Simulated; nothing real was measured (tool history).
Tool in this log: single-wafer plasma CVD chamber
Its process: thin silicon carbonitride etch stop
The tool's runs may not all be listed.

run,day,RF power (W),deposition time (s),mean film thickness on the monitor wafer (Å)
1,0,230,15.5,93.962
2,0.325,230,16.5,99.877
3,0.538,260,16.5,103.22
4,0.821,260,18,113.39
# day 1.179: RF generator calibrated
5,1.179,280,18,116.45
6,1.508,255,17.1,109.08

Run 7, settings as shown, results not yet in. Your forecast:
7,1.812,230,14.6,?

mean film thickness on the monitor wafer (Å): 90.594
